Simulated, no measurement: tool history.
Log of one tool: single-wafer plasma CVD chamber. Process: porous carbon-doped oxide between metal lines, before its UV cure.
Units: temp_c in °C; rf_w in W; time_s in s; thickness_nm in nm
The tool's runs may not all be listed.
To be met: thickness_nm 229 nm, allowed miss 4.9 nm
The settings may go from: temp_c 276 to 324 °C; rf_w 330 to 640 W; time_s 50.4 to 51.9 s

run,hour,temp_c,rf_w,time_s,thickness_nm
1,0,300,485,50.4,269.88
2,2.8,306,485,50.4,260.36
3,8,306,555,50.4,285.06
4,16.1,309,540,50.4,278.19
# hour 18.5: thermocouple changed; heater temperature recalibrated
5,18.5,309,540,50.4,281.59
6,23.2,310,520,50.4,272.74
7,31.1,311,500,50.4,263.25
8,39.3,323,435,50.4,218.14

4 next moves are on the table. One of them brings every result within its allowed miss. Which?
A,47.5,323,475,51,?
B,47.5,321,435,51.9,?
C,47.5,324,415,50.4,?
D,47.5,320,410,50.4,?

move,thickness_nm
A,237.48
B,227.48
C,208.68
D,211.17
A: takes the result that was furthest off past its target
B: meets every target
C: further off than the last run
D: further off than the last run
Move B is the one to make.

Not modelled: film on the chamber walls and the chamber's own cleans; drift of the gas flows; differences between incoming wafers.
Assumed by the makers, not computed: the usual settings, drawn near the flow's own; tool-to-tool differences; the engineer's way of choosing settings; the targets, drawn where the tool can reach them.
